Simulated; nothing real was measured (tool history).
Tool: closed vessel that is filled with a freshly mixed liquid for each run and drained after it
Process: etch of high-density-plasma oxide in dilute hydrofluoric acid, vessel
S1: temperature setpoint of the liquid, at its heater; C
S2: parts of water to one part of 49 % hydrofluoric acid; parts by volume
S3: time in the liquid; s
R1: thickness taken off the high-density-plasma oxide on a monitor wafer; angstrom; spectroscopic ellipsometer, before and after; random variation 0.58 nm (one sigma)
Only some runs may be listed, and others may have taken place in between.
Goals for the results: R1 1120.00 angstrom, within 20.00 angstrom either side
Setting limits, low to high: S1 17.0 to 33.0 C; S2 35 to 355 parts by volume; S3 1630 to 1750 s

Run 1, hour 0.0: S1 25.0 C, S2 195 parts by volume, S3 1630 s. Result: R1 849.82 angstrom.
Run 2, hour 7.3: S1 25.0 C, S2 195 parts by volume, S3 1750 s. Result: R1 911.30 angstrom.
Run 3, hour 11.8: S1 26.5 C, S2 195 parts by volume, S3 1750 s. Result: R1 958.34 angstrom.
Run 4, hour 14.4: S1 26.5 C, S2 150 parts by volume, S3 1750 s. Result: R1 1309.30 angstrom.
Run 5, hour 21.7: S1 25.0 C, S2 150 parts by volume, S3 1750 s. Result: R1 1249.10 angstrom.
Run 6, hour 23.5: S1 24.0 C, S2 150 parts by volume, S3 1750 s. Result: R1 1199.00 angstrom.
Run 7, hour 31.3: S1 23.5 C, S2 150 parts by volume, S3 1750 s. Result: R1 1176.30 angstrom.
At hour 39.5: hydrofluoric acid flow meter replaced.
Run 8, hour 39.5: S1 23.0 C, S2 150 parts by volume, S3 1750 s. Result: R1 1068.70 angstrom.

Exactly one of the 4 candidate moves below puts every result within its allowed miss. Which one?
Run A, hour 47.7: S1 21.0 C, S2 130 parts by volume, S3 1630 s. Result: R1 ?.
Run B, hour 47.7: S1 23.5 C, S2 140 parts by volume, S3 1750 s. Result: R1 ?.
Run C, hour 47.7: S1 22.5 C, S2 155 parts by volume, S3 1705 s. Result: R1 ?.
Run D, hour 47.7: S1 25.0 C, S2 155 parts by volume, S3 1750 s. Result: R1 ?.

move       R1
   A  1082.10
   B  1176.90
   C   979.75
   D  1106.40
A: closes in on the targets versus the last run, not all within tolerance yet
B: takes the result that was furthest off past its target
C: further off than the last run
D: every result lands within tolerance
D meets every target.

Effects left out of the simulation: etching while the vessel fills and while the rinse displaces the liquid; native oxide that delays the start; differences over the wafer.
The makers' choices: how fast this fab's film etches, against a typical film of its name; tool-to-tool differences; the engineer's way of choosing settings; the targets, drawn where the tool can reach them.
